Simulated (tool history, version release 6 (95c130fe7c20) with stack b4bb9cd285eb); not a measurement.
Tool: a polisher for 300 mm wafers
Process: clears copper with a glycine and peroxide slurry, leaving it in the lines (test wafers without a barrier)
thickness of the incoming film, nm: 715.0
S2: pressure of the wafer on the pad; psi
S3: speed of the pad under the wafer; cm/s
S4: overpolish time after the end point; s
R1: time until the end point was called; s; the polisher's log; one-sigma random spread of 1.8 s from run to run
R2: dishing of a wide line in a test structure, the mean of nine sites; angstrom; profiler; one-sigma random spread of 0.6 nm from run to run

run 1 hour=0.0 | flow_of_slurry_(ml/min)=295 S2=2.3 S3=120 S4=14 | R1=139.47 R2=498.14
run 2 hour=8.6 | flow_of_slurry_(ml/min)=295 S2=2.3 S3=120 S4=12 | R1=134.73 R2=451.17
run 3 hour=13.7 | flow_of_slurry_(ml/min)=295 S2=2.3 S3=120 S4=17 | R1=135.66 R2=579.87
run 4 hour=21.8 | flow_of_slurry_(ml/min)=295 S2=2.5 S3=120 S4=17 | R1=126.99 R2=609.53
run 5 hour=30.7 | flow_of_slurry_(ml/min)=295 S2=2.9 S3=120 S4=17 | R1=112.87 R2=649.15
run 6 hour=35.7 | flow_of_slurry_(ml/min)=295 S2=2.9 S3=120 S4=15 | R1=109.59 R2=608.40

Predict the results of run 7:
run 7 hour=38.6 | flow_of_slurry_(ml/min)=280 S2=2.3 S3=132 S4=9 | R1=? R2=?

Run 7 produced R1 127.13 s, R2 376.73 angstrom.
